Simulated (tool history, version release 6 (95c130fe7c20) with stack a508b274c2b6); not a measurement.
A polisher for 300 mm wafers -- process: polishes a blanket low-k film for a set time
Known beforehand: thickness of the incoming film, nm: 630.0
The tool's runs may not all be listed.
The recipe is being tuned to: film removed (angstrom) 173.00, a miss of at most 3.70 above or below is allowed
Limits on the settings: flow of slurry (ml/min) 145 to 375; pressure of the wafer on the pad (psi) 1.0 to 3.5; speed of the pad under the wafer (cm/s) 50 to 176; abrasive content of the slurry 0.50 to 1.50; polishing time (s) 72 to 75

run  hour  flow of slurry (ml/min)  pressure of the wafer on the pad (psi)  speed of the pad under the wafer (cm/s)  abrasive content of the slurry  polishing time (s)  film removed (angstrom)
  1   0.0                      240                                     2.2                                      112                            1.00                  72                   267.22
  2   9.0                      235                                     2.1                                      112                            1.00                  72                   258.14
  3  15.1                      235                                     2.1                                      112                            1.10                  72                   267.19
  4  23.5                      255                                     2.1                                      112                            1.10                  72                   270.14
  5  30.0                      255                                     2.1                                      112                            0.90                  72                   249.62
  6  37.4                      250                                     2.0                                      112                            0.90                  72                   238.48
  7  42.2                      245                                     1.9                                      112                            0.90                  72                   227.10
  8  44.0                      240                                     1.8                                      112                            0.90                  72                   218.38
  9  47.8                      240                                     1.7                                      112                            0.90                  72                   207.12
 10  50.1                      235                                     1.7                                      112                            0.90                  72                   204.33
 11  54.6                      185                                     1.3                                      112                            0.90                  72                   157.98
 12  55.9                      185                                     1.3                                      112                            0.90                  72                   158.80
 13  57.9                      190                                     1.3                                      112                            0.90                  72                   158.07
 14  59.0                      195                                     1.3                                      112                            0.90                  72                   160.10
     66.7  -- head pressure recalibrated
 15  66.7                      265                                     1.4                                      112                            0.90                  72                   196.71
 16  73.7                      260                                     1.4                                      112                            0.90                  72                   196.97
 17  81.4                      230                                     1.1                                      112                            0.90                  72                   159.43
 18  87.1                      235                                     1.1                                      112                            0.90                  72                   159.28
 19  89.8                      240                                     1.1                                      112                            0.90                  72                   158.56

Which of these 5 next moves meets every target?
  A  92.5                      335                                     1.2                                      110                            0.85                  74                        ?
  B  92.5                      275                                     1.0                                      136                            0.60                  73                        ?
  C  92.5                      210                                     1.0                                      106                            0.85                  75                        ?
  D  92.5                      235                                     1.2                                      114                            0.70                  75                        ?
  E  92.5                      230                                     1.2                                      102                            0.65                  72                        ?

move  film removed (angstrom)
   A                   172.27
   B                   147.02
   C                   139.41
   D                   160.20
   E                   135.96
A: in spec on every target
B: misses by more than the last run did
C: misses by more than the last run did
D: closer than the last run, but not yet in spec
E: misses by more than the last run did
Go with A: it meets all targets.
